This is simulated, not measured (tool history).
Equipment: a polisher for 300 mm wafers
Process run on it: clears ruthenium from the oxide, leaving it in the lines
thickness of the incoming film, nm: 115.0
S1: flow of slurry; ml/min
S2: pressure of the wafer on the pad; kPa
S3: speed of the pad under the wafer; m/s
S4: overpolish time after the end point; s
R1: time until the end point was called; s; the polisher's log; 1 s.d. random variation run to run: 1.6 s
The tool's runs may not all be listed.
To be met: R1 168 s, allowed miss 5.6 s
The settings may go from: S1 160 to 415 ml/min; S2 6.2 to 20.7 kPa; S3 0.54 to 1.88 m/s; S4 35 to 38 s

run,day,S1,S2,S3,S4,R1
1,0,265,13.1,1.2,35,94.104
2,0.325,265,11,1.18,35,110.29
3,0.35,265,11,1.4,35,95.579
4,0.6,260,9.7,1.3,35,113.52
5,0.708,255,8.3,1.24,35,135.32
6,0.929,255,8.3,1.14,35,144.04
7,1.138,250,7.6,1.14,35,154.29
8,1.408,245,7.6,1.14,35,152.38

Of the 5 settings listed for the next run, only one would bring every result within its allowed miss of target. Which one?
A,1.679,175,8.3,1.02,35,?
B,1.679,280,6.2,1.4,35,?
C,1.679,165,6.9,1.26,35,?
D,1.679,215,6.9,1.24,35,?
E,1.679,230,7.6,1.12,37,?

move,R1
A,165.07
B,143.97
C,158.56
D,153.84
E,155.57
A: hits every target within its allowed miss
B: further off than the last run
C: moves toward the targets from the last run without getting all of them in spec
D: moves toward the targets from the last run without getting all of them in spec
E: moves toward the targets from the last run without getting all of them in spec
A is the move that brings every result within its allowed miss.
